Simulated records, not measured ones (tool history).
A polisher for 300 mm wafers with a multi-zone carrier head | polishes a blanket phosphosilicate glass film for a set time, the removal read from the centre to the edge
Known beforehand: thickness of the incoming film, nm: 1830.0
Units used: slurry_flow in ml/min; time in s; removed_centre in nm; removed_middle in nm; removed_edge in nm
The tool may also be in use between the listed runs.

run,hour,slurry_flow,centre_zone,middle_zone,edge_zone,slurry_solids,time,removed_centre,removed_middle,removed_edge
1,0,300,1,1,1,1,44,390.69,413.11,398.81
2,5.8,295,0.98,0.98,1,0.95,43,367,381.6,379.67
3,9.1,295,0.98,1.01,1,0.95,43,362.56,384.02,374.34
4,12.4,295,0.98,1.01,1,0.95,37,316.96,333.92,330.39
5,13.8,295,0.93,1.01,1,0.95,37,299.08,332.88,331.43
6,18,295,0.93,1.01,1,0.75,37,256.96,284.22,274.12
7,24.5,290,0.92,0.99,1,0.75,37,254.17,279.99,276.01

Forecast run 8:
8,26.6,250,0.82,0.89,1.01,0.7,37,?,?,?

Run 8 measured removed_centre 205.05 nm, removed_middle 240.63 nm, removed_edge 260.46 nm.

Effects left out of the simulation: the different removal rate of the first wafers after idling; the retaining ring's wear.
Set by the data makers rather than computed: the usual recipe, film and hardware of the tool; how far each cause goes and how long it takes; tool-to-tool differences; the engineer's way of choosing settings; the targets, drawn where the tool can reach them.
